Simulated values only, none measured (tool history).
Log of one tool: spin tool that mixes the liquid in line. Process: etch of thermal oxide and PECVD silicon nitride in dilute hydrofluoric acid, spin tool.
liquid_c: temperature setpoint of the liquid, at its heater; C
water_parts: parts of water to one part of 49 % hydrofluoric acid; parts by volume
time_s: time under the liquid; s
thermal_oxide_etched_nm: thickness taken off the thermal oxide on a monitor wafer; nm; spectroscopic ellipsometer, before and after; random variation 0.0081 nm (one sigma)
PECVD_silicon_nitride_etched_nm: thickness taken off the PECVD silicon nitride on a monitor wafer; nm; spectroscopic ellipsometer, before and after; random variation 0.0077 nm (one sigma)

run	hour	liquid_c	water_parts	time_s	thermal_oxide_etched_nm	PECVD_silicon_nitride_etched_nm
1	0	24	215	180	3.526	1.7748
2	8.9	24	215	150	2.9536	1.5072
3	18	24	285	150	2.0273	1.1367
4	22.5	24	285	85	1.16	0.65218
5	26.6	24	295	85	1.103	0.62017
6	31.7	26.5	295	85	1.1935	0.73053
7	32.8	26.5	305	85	1.1468	0.69177
8	38.5	26.5	315	85	1.0932	0.67038
9	42.5	26.5	325	85	1.0586	0.63816
10	47.9	27	390	95	0.95917	0.61247

The next listed run, before its measurement:
11	51	27	390	85	?	?

{"run 11": {"thermal_oxide_etched_nm": 0.84343, "PECVD_silicon_nitride_etched_nm": 0.56177}}

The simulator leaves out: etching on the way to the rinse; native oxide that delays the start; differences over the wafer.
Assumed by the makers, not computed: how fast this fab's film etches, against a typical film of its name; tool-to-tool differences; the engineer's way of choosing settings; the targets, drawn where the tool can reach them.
